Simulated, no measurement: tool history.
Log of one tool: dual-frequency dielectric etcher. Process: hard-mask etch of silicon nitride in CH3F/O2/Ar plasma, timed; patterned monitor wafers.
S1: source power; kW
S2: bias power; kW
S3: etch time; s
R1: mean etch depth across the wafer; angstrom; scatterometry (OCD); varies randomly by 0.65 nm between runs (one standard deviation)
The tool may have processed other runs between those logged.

run	hour	S1	S2	S3	R1
1	0	0.55	0.08	162.5	1337
2	4.9	0.51	0.08	162.5	1298.7
3	12.1	0.58	0.083	162.5	1383.9
4	19	0.63	0.084	162.5	1427.5
5	23	0.67	0.086	162.5	1491.1
# hour 31.7: bias power generator calibrated
6	31.7	0.67	0.077	162.5	1440
7	40.1	0.7	0.079	162.5	1478.3
8	47.9	0.72	0.081	162.5	1515.1

Run 9 is up next; what results do you expect?
9	53.7	0.73	0.082	162.5	?

{"run 9": {"R1": 1527.4}}

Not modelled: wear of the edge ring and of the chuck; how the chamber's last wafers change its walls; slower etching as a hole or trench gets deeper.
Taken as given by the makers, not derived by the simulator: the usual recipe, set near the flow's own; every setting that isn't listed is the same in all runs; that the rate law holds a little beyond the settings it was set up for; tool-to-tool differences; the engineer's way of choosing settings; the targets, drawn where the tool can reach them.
